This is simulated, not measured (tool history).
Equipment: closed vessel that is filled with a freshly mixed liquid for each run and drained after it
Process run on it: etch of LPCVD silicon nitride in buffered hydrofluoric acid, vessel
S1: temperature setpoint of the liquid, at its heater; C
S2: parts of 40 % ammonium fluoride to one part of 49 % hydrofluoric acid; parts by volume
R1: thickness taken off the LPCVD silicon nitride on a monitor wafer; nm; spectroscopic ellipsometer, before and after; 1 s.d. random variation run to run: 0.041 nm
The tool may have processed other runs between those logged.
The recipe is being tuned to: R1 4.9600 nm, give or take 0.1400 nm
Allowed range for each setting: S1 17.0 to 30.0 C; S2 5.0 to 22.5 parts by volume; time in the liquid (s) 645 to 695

Run 1, hour 0.0: S1 22.0 C, S2 13.5 parts by volume, time in the liquid (s) 645. Result: R1 5.8964 nm.
Run 2, hour 1.1: S1 21.0 C, S2 13.5 parts by volume, time in the liquid (s) 645. Result: R1 5.5935 nm.
Run 3, hour 3.3: S1 21.0 C, S2 10.5 parts by volume, time in the liquid (s) 645. Result: R1 7.1070 nm.
Run 4, hour 6.4: S1 21.0 C, S2 10.5 parts by volume, time in the liquid (s) 695. Result: R1 7.7436 nm.
Run 5, hour 7.5: S1 19.0 C, S2 10.5 parts by volume, time in the liquid (s) 695. Result: R1 6.7609 nm.
Run 6, hour 15.7: S1 20.5 C, S2 10.5 parts by volume, time in the liquid (s) 695. Result: R1 7.5242 nm.
Run 7, hour 23.2: S1 19.5 C, S2 11.0 parts by volume, time in the liquid (s) 695. Result: R1 6.7914 nm.
Run 8, hour 31.6: S1 19.0 C, S2 11.5 parts by volume, time in the liquid (s) 695. Result: R1 6.3005 nm.
Run 9, hour 38.1: S1 17.0 C, S2 13.5 parts by volume, time in the liquid (s) 695. Result: R1 4.7633 nm.

Which one of the following 5 next-run settings gets every result inside its allowed miss? There is exactly one.
Run A, hour 44.6: S1 17.0 C, S2 12.0 parts by volume, time in the liquid (s) 645. Result: R1 ?.
Run B, hour 44.6: S1 17.5 C, S2 12.0 parts by volume, time in the liquid (s) 665. Result: R1 ?.
Run C, hour 44.6: S1 17.0 C, S2 13.5 parts by volume, time in the liquid (s) 665. Result: R1 ?.
Run D, hour 44.6: S1 19.0 C, S2 13.5 parts by volume, time in the liquid (s) 680. Result: R1 ?.
Run E, hour 44.6: S1 17.0 C, S2 12.0 parts by volume, time in the liquid (s) 670. Result: R1 ?.

move      R1
   A  4.9366
   B  5.2370
   C  4.5346
   D  5.1947
   E  5.1279
A: every result lands within tolerance
B: carries the result that was furthest off beyond its target, to the other side
C: moves away from the targets compared with the last run
D: carries the result that was furthest off beyond its target, to the other side
E: carries the result that was furthest off beyond its target, to the other side
Move A is the one to make.

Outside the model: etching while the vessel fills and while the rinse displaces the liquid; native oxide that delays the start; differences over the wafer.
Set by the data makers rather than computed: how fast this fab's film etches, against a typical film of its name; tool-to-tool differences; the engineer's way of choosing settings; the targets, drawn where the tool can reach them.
